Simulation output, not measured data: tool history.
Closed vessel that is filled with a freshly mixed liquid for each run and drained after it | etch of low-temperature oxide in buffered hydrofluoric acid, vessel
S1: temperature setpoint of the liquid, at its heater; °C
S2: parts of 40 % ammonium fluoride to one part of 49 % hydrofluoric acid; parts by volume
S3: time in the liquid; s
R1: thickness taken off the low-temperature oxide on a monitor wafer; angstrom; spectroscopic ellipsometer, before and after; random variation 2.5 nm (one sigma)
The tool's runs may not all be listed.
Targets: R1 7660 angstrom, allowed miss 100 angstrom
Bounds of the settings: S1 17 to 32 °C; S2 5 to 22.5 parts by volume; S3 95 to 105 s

run,hour,S1,S2,S3,R1
1,0,24,13.5,95,2966.1
2,1,27,11,95,4260.9
3,4.5,27,9.5,95,4825.3
4,6.2,30,9.5,95,5657.1
5,7,30,9.5,105,6247.8
6,7.9,30.5,9,105,6683.9
7,16.8,31,8.5,105,7287.3
8,20.3,31.5,8.5,105,7431.4

Which of these 4 next moves meets every target?
A,23.8,30.5,8,100,?
B,23.8,30.5,7.5,95,?
C,23.8,31,8,95,?
D,23.8,32,8.5,105,?

move,R1
A,7199.8
B,7333.5
C,7020.4
D,7653.7
A: further off than the last run
B: further off than the last run
C: further off than the last run
D: meets every target
The right move is D.
